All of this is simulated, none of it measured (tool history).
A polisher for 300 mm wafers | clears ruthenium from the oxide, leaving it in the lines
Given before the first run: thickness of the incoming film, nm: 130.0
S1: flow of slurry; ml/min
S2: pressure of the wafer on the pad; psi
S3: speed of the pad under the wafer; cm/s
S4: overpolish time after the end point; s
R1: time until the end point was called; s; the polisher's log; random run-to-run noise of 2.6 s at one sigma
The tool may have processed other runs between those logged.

run    day   S1   S2  S3  S4      R1
  1  0.000  170  2.6  90   9  120.18
  2  0.204  170  2.6  78   9  139.41
  3  0.375  170  2.3  78   9  158.03
  4  0.525  170  2.2  78   9  164.45
  5  0.604  170  2.2  56   9  225.05
  6  0.688  170  2.3  56   9  216.34

Run 7, settings as shown, results not yet in. Your forecast:
  7  0.942  170  2.3  56   9   ?

Logged for run 7: R1 210.27 s.
